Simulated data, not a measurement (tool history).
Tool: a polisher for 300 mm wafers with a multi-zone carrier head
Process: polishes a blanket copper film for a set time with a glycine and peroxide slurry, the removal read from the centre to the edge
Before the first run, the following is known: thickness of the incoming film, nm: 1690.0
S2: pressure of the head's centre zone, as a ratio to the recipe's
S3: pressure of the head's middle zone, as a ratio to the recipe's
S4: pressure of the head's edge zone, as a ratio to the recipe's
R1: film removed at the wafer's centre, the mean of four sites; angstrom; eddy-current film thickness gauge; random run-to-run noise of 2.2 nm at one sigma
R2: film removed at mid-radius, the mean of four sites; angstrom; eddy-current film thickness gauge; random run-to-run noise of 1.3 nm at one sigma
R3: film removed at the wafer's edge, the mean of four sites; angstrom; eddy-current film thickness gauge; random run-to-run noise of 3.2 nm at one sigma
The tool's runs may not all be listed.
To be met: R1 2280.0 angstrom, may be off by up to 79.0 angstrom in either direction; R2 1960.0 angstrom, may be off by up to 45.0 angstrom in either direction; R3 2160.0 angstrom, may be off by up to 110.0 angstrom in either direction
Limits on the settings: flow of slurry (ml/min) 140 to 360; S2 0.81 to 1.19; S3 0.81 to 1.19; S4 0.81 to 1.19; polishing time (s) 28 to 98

Run 1, hour 0.0: flow of slurry (ml/min) 230, S2 1.00, S3 1.00, S4 1.00, polishing time (s) 63. Result: R1 2860.3 angstrom, R2 2867.6 angstrom, R3 2846.2 angstrom.
Run 2, hour 3.6: flow of slurry (ml/min) 230, S2 1.00, S3 0.92, S4 1.00, polishing time (s) 63. Result: R1 2835.9 angstrom, R2 2681.1 angstrom, R3 2922.9 angstrom.
Run 3, hour 9.5: flow of slurry (ml/min) 220, S2 1.01, S3 0.90, S4 0.96, polishing time (s) 58. Result: R1 2644.3 angstrom, R2 2402.8 angstrom, R3 2579.5 angstrom.
Run 4, hour 13.6: flow of slurry (ml/min) 220, S2 1.06, S3 0.90, S4 0.96, polishing time (s) 58. Result: R1 2769.4 angstrom, R2 2398.0 angstrom, R3 2551.5 angstrom.
Run 5, hour 17.2: flow of slurry (ml/min) 220, S2 1.12, S3 0.90, S4 0.96, polishing time (s) 58. Result: R1 2966.3 angstrom, R2 2370.9 angstrom, R3 2570.4 angstrom.
Run 6, hour 24.7: flow of slurry (ml/min) 220, S2 1.16, S3 0.90, S4 0.96, polishing time (s) 58. Result: R1 3085.5 angstrom, R2 2363.2 angstrom, R3 2637.1 angstrom.
Run 7, hour 31.9: flow of slurry (ml/min) 205, S2 1.11, S3 0.87, S4 0.95, polishing time (s) 56. Result: R1 2829.5 angstrom, R2 2211.1 angstrom, R3 2457.4 angstrom.
Run 8, hour 35.0: flow of slurry (ml/min) 195, S2 1.07, S3 0.85, S4 0.94, polishing time (s) 55. Result: R1 2625.2 angstrom, R2 2133.9 angstrom, R3 2450.1 angstrom.
Run 9, hour 42.3: flow of slurry (ml/min) 195, S2 1.05, S3 0.84, S4 0.91, polishing time (s) 54. Result: R1 2540.9 angstrom, R2 2064.6 angstrom, R3 2323.4 angstrom.
Run 10, hour 42.9: flow of slurry (ml/min) 185, S2 1.03, S3 0.83, S4 0.89, polishing time (s) 54. Result: R1 2505.5 angstrom, R2 2019.0 angstrom, R3 2333.3 angstrom.
Run 11, hour 46.4: flow of slurry (ml/min) 185, S2 1.01, S3 0.84, S4 0.87, polishing time (s) 53. Result: R1 2357.8 angstrom, R2 2026.6 angstrom, R3 2260.7 angstrom.
Run 12, hour 55.2: flow of slurry (ml/min) 180, S2 1.01, S3 0.84, S4 0.85, polishing time (s) 53. Result: R1 2340.0 angstrom, R2 2004.2 angstrom, R3 2128.0 angstrom.

Next run, 5 choices. One meets every target within its allowed miss, the rest don't. Which?
Run A, hour 64.0: flow of slurry (ml/min) 180, S2 1.01, S3 0.81, S4 0.81, polishing time (s) 54. Result: R1 ?, R2 ?, R3 ?.
Run B, hour 64.0: flow of slurry (ml/min) 220, S2 1.07, S3 0.89, S4 0.81, polishing time (s) 50. Result: R1 ?, R2 ?, R3 ?.
Run C, hour 64.0: flow of slurry (ml/min) 145, S2 1.00, S3 0.84, S4 0.85, polishing time (s) 53. Result: R1 ?, R2 ?, R3 ?.
Run D, hour 64.0: flow of slurry (ml/min) 190, S2 1.11, S3 0.92, S4 0.86, polishing time (s) 49. Result: R1 ?, R2 ?, R3 ?.
Run E, hour 64.0: flow of slurry (ml/min) 190, S2 1.00, S3 0.85, S4 0.81, polishing time (s) 54. Result: R1 ?, R2 ?, R3 ?.

move      R1      R2      R3
   A  2430.0  1975.9  2227.2
   B  2447.7  2021.6  2095.2
   C  2289.7  1943.6  2187.4
   D  2444.4  2002.8  2082.0
   E  2423.8  2068.6  2236.6
A: the worst result of the last run now meets its target, but another is out of spec
B: its largest miss is bigger than the last run's
C: each result inside its tolerance
D: the worst result of the last run now meets its target, but another is out of spec
E: its largest miss is bigger than the last run's
C meets every target.
